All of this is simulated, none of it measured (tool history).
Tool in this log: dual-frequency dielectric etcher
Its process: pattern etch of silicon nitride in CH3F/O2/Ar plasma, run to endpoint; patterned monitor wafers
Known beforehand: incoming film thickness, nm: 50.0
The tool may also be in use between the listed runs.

run 1 hour=0.0 | source_power_(W)=450 bias_power_(W)=65 | endpoint_time_(s)=72.387
run 2 hour=4.5 | source_power_(W)=410 bias_power_(W)=60 | endpoint_time_(s)=76.831
run 3 hour=8.2 | source_power_(W)=380 bias_power_(W)=56 | endpoint_time_(s)=81.475
run 4 hour=12.9 | source_power_(W)=360 bias_power_(W)=54 | endpoint_time_(s)=84.875
run 5 hour=17.9 | source_power_(W)=360 bias_power_(W)=47 | endpoint_time_(s)=87.866
run 6 hour=24.1 | source_power_(W)=350 bias_power_(W)=47 | endpoint_time_(s)=89.336

Predict the results of run 7:
run 7 hour=26.7 | source_power_(W)=340 bias_power_(W)=47 | endpoint_time_(s)=?

{"run 7": {"endpoint time (s)": 90.194}}
